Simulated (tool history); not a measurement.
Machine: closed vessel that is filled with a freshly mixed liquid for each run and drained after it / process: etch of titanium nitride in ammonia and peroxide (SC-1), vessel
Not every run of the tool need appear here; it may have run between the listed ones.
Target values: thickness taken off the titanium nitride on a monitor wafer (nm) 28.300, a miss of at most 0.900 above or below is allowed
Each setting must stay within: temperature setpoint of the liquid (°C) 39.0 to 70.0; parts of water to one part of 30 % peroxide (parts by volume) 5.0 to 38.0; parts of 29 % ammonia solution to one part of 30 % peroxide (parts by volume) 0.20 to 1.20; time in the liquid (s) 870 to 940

run,day,temperature setpoint of the liquid (°C),parts of water to one part of 30 % peroxide (parts by volume),parts of 29 % ammonia solution to one part of 30 % peroxide (parts by volume),time in the liquid (s),thickness taken off the titanium nitride on a monitor wafer (nm)
1,0.000,55.0,21.0,0.70,870,41.300
2,0.046,54.0,21.0,0.70,870,38.587
3,0.283,58.0,21.0,0.70,870,49.910
4,0.592,58.0,21.0,0.85,870,51.937
# day 0.771: new drum of ammonia solution connected
5,0.771,58.0,21.0,0.85,870,52.799
6,0.921,56.0,21.0,0.85,870,46.961
7,1.112,54.5,21.0,0.85,870,42.195
8,1.267,53.5,21.0,0.85,870,39.384
9,1.379,52.5,21.0,0.85,870,36.239
10,1.533,52.0,21.0,0.85,870,35.690
11,1.579,51.5,21.0,0.85,870,34.247

5 next moves are on the table. One of them brings every result within its allowed miss. Which?
A,1.625,48.0,24.0,0.90,880,?
B,1.625,47.5,23.5,0.95,870,?
C,1.625,52.0,20.0,0.75,940,?
D,1.625,50.5,24.5,0.70,870,?
E,1.625,57.5,25.0,0.40,870,?

move,thickness taken off the titanium nitride on a monitor wafer (nm)
A,26.022
B,25.368
C,39.327
D,28.943
E,41.462
A: pushes the last run's worst result past its target
B: pushes the last run's worst result past its target
C: misses by more than the last run did
D: every result within its allowed miss
E: misses by more than the last run did
Correct choice: D, which meets every target

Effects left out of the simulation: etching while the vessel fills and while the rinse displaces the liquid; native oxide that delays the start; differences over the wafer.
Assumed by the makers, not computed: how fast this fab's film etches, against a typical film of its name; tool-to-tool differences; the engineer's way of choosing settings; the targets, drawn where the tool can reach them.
